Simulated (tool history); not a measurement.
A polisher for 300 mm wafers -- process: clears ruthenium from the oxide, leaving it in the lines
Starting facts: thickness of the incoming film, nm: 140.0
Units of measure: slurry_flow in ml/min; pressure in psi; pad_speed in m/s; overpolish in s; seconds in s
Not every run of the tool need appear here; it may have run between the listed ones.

| run | day | slurry_flow | pressure | pad_speed | overpolish | seconds |
|---|---|---|---|---|---|---|
| 1 | 0 | 320 | 1.5 | 1.16 | 6 | 108.93 |
| 2 | 0.146 | 320 | 1.5 | 1 | 6 | 127.75 |
| 3 | 0.192 | 320 | 1.6 | 1.02 | 6 | 118.44 |
| 4 | 0.35 | 320 | 1.7 | 1.04 | 6 | 109.12 |
| 5 | 0.504 | 320 | 1.8 | 1.06 | 6 | 103.43 |
| 6 | 0.592 | 320 | 1.8 | 0.82 | 6 | 132.97 |
| 7 | 0.862 | 320 | 1.9 | 0.88 | 6 | 116.96 |
| 8 | 1.021 | 320 | 2 | 0.92 | 6 | 107.51 |
| 9 | 1.362 | 320 | 2.1 | 0.96 | 6 | 97.398 |
| 10 | 1.458 | 320 | 2.1 | 0.98 | 6 | 94.551 |
| 11 | 1.688 | 320 | 2.1 | 1 | 6 | 95.981 |
| 12 | 2.058 | 320 | 2.1 | 1.02 | 6 | 94.435 |
| 13 | 2.242 | 320 | 2.1 | 1.04 | 6 | 93.27 |
| 14 | 2.317 | 320 | 2.1 | 1.06 | 6 | 88.136 |

The next listed run, before its measurement:
| 15 | 2.55 | 320 | 2.2 | 1.08 | 6 | ? |

Run 15 yielded seconds 83.251 s.

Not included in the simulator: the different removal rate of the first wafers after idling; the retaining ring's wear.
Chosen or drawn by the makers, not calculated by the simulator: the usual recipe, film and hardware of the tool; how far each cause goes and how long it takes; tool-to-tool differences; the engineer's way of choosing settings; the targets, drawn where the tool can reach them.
